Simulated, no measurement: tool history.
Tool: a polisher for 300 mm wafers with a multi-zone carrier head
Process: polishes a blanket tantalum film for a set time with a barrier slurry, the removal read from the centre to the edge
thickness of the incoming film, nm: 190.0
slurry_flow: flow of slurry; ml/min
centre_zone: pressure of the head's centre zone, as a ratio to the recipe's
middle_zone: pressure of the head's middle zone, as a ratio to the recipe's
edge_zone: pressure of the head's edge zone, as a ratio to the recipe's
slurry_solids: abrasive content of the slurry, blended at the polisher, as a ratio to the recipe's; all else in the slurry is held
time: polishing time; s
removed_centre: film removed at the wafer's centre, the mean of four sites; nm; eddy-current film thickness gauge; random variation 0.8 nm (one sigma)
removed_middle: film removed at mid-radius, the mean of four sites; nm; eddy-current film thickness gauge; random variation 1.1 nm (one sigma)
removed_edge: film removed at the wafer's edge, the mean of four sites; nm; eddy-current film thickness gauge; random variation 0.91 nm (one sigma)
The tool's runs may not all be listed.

{"run": 1, "hour": 0.0, "slurry_flow": 255, "centre_zone": 1, "middle_zone": 1, "edge_zone": 1, "slurry_solids": 1, "time": 62, "removed_centre": 75.353, "removed_middle": 74.595, "removed_edge": 73.352}
{"run": 2, "hour": 7.1, "slurry_flow": 255, "centre_zone": 1, "middle_zone": 1, "edge_zone": 1, "slurry_solids": 1.1, "time": 62, "removed_centre": 76.864, "removed_middle": 74.264, "removed_edge": 74.028}
{"run": 3, "hour": 9.2, "slurry_flow": 255, "centre_zone": 1, "middle_zone": 1, "edge_zone": 0.96, "slurry_solids": 1.1, "time": 62, "removed_centre": 76.017, "removed_middle": 74.28, "removed_edge": 72.635}
{"run": 4, "hour": 13.2, "slurry_flow": 255, "centre_zone": 1, "middle_zone": 1, "edge_zone": 0.96, "slurry_solids": 1.1, "time": 52, "removed_centre": 64.907, "removed_middle": 62.847, "removed_edge": 61.329}
{"run": 5, "hour": 18.8, "slurry_flow": 255, "centre_zone": 0.97, "middle_zone": 1, "edge_zone": 0.96, "slurry_solids": 1.1, "time": 52, "removed_centre": 63.824, "removed_middle": 62.275, "removed_edge": 62.156}
{"run": 6, "hour": 27.0, "slurry_flow": 255, "centre_zone": 0.97, "middle_zone": 1, "edge_zone": 0.96, "slurry_solids": 0.9, "time": 52, "removed_centre": 60.597, "removed_middle": 60.621, "removed_edge": 59.096}
{"run": 7, "hour": 35.9, "slurry_flow": 260, "centre_zone": 0.99, "middle_zone": 0.99, "edge_zone": 0.98, "slurry_solids": 1, "time": 53, "removed_centre": 64.79, "removed_middle": 61.417, "removed_edge": 62.14}
{"run": 8, "hour": 42.2, "slurry_flow": 265, "centre_zone": 1.01, "middle_zone": 0.99, "edge_zone": 1, "slurry_solids": 1.05, "time": 54, "removed_centre": 66.394, "removed_middle": 64.05, "removed_edge": 65.231}

Forecast run 9:
{"run": 9, "hour": 49.7, "slurry_flow": 260, "centre_zone": 1.03, "middle_zone": 0.97, "edge_zone": 1, "slurry_solids": 1.1, "time": 56, "removed_centre": "?", "removed_middle": "?", "removed_edge": "?"}

removed_centre: 72.731 nm
removed_middle: 66.73 nm
removed_edge: 67.959 nm
